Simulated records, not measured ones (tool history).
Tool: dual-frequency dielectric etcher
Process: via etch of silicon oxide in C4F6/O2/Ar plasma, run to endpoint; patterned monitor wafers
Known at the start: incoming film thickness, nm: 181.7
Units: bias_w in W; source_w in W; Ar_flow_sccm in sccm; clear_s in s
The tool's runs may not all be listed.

{"run": 1, "hour": 0.0, "bias_w": 560, "source_w": 350, "Ar_flow_sccm": 323, "clear_s": 36.509}
{"run": 2, "hour": 7.9, "bias_w": 560, "source_w": 380, "Ar_flow_sccm": 323, "clear_s": 35.366}
{"run": 3, "hour": 9.4, "bias_w": 560, "source_w": 380, "Ar_flow_sccm": 366, "clear_s": 36.033}
{"run": 4, "hour": 18.1, "bias_w": 534, "source_w": 380, "Ar_flow_sccm": 367, "clear_s": 36.527}
{"run": 5, "hour": 21.1, "bias_w": 511, "source_w": 370, "Ar_flow_sccm": 368, "clear_s": 37.296}
{"run": 6, "hour": 22.5, "bias_w": 492, "source_w": 360, "Ar_flow_sccm": 369, "clear_s": 38.239}
{"run": 7, "hour": 30.4, "bias_w": 492, "source_w": 360, "Ar_flow_sccm": 369, "clear_s": 37.836}
{"run": 8, "hour": 31.2, "bias_w": 476, "source_w": 350, "Ar_flow_sccm": 371, "clear_s": 39.02}

Run 9 comes next. What will it give?
{"hour": 35.5, "done": "source power generator calibrated"}
{"run": 9, "hour": 35.5, "bias_w": 461, "source_w": 350, "Ar_flow_sccm": 371, "clear_s": "?"}

Run 9 gave clear_s 40.133 s.

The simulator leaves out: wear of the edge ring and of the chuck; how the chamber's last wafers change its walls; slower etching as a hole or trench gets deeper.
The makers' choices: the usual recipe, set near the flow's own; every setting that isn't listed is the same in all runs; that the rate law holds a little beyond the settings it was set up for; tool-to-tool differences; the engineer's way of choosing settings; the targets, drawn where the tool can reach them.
